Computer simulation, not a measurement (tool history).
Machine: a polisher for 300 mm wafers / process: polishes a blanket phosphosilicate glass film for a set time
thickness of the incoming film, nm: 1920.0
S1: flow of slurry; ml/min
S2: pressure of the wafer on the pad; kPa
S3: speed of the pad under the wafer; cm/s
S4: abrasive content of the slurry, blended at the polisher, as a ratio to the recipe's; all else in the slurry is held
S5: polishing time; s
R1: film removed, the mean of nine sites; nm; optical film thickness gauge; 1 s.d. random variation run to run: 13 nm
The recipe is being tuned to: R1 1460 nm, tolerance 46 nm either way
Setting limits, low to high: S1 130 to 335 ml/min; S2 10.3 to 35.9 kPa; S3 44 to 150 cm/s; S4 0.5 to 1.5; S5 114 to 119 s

run  hour   S1    S2  S3    S4   S5      R1
  1     0  215  22.8  96     1  114  1005.5
  2   5.9  215  17.2  96     1  114   759.1
  3   8.4  215  17.2  96  1.15  114  787.69
  4  12.9  215  12.4  96  1.15  114  599.81
  5  16.9  220  17.2  96  1.15  114  797.71
  6  20.7  235    20  96  1.15  114  922.49
  7  22.8  235  22.8  96  1.15  114  1053.3
  8    29  235  24.8  96  1.15  114  1130.6
  9  32.7  235  24.8  96  1.15  114  1137.2

Exactly one of the 4 candidate moves below puts every result within its allowed miss. Which one?
  A  36.4  130    20  100  1.05  114   ?
  B  36.4  250  30.3  106  1.15  119   ?
  C  36.4  235    31   86   1.5  119   ?
  D  36.4  275  31.7  104     1  119   ?

move      R1
   A  838.14
   B    1559
   C    1447
   D  1551.4
A: further off than the last run
B: takes the result that was furthest off past its target
C: each result inside its tolerance
D: takes the result that was furthest off past its target
Move C is the one to make.
